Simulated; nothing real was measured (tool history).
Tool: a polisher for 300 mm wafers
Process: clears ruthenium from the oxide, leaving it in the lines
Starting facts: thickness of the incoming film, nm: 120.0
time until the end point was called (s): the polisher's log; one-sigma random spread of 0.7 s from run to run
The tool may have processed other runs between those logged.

run	day	flow of slurry (ml/min)	pressure of the wafer on the pad (psi)	speed of the pad under the wafer (m/s)	overpolish time after the end point (s)	time until the end point was called (s)
1	0	320	2.4	0.84	9	93.821
2	0.346	320	2.6	0.84	9	85.192
3	0.629	320	2.8	0.84	9	81.103
4	0.871	320	2.8	0.84	9	81.16
5	1.242	320	3	0.84	9	75.147
6	1.392	320	3	0.72	9	88.356
7	1.55	320	3.2	0.74	9	82.185

What will run 8 give?
8	1.771	320	3.3	0.76	9	?

Run 8 gave time until the end point was called (s) 74.817.

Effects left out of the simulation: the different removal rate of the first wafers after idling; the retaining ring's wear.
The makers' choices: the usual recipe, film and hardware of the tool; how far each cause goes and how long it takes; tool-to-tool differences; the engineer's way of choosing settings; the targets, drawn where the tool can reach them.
